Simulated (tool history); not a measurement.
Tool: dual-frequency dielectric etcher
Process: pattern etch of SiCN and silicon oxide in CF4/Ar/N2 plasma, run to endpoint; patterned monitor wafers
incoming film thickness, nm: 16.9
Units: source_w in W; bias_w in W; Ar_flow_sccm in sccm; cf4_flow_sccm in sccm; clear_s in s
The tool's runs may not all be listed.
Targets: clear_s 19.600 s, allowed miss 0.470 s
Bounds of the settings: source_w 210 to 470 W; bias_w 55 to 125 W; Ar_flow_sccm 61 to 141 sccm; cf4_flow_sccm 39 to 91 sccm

run 1 hour=0.0 | source_w=340 bias_w=90 Ar_flow_sccm=101 cf4_flow_sccm=65 | clear_s=24.381
run 2 hour=6.2 | source_w=340 bias_w=90 Ar_flow_sccm=101 cf4_flow_sccm=55 | clear_s=24.972
run 3 hour=11.0 | source_w=340 bias_w=90 Ar_flow_sccm=109 cf4_flow_sccm=55 | clear_s=25.276
run 4 hour=11.8 | source_w=300 bias_w=90 Ar_flow_sccm=109 cf4_flow_sccm=55 | clear_s=27.880
run 5 hour=19.6 | source_w=320 bias_w=91 Ar_flow_sccm=109 cf4_flow_sccm=55 | clear_s=26.449
run 6 hour=28.5 | source_w=270 bias_w=91 Ar_flow_sccm=109 cf4_flow_sccm=55 | clear_s=29.985
-- hour=34.1 wet clean of the chamber
run 7 hour=34.1 | source_w=330 bias_w=98 Ar_flow_sccm=107 cf4_flow_sccm=56 | clear_s=23.988
run 8 hour=36.1 | source_w=340 bias_w=98 Ar_flow_sccm=107 cf4_flow_sccm=56 | clear_s=23.434
run 9 hour=39.8 | source_w=350 bias_w=98 Ar_flow_sccm=107 cf4_flow_sccm=56 | clear_s=22.971
run 10 hour=48.3 | source_w=360 bias_w=98 Ar_flow_sccm=107 cf4_flow_sccm=56 | clear_s=22.226
run 11 hour=54.0 | source_w=370 bias_w=98 Ar_flow_sccm=107 cf4_flow_sccm=56 | clear_s=21.945

Which of these 4 next moves meets every target?
run A hour=59.7 | source_w=420 bias_w=105 Ar_flow_sccm=88 cf4_flow_sccm=53 | clear_s=?
run B hour=59.7 | source_w=330 bias_w=98 Ar_flow_sccm=108 cf4_flow_sccm=49 | clear_s=?
run C hour=59.7 | source_w=410 bias_w=103 Ar_flow_sccm=100 cf4_flow_sccm=52 | clear_s=?
run D hour=59.7 | source_w=460 bias_w=96 Ar_flow_sccm=110 cf4_flow_sccm=56 | clear_s=?

move=A clear_s=18.767
move=B clear_s=24.340
move=C clear_s=19.707
move=D clear_s=18.587
A: takes the result that was furthest off past its target
B: further off than the last run
C: meets every target
D: takes the result that was furthest off past its target
Answer: C
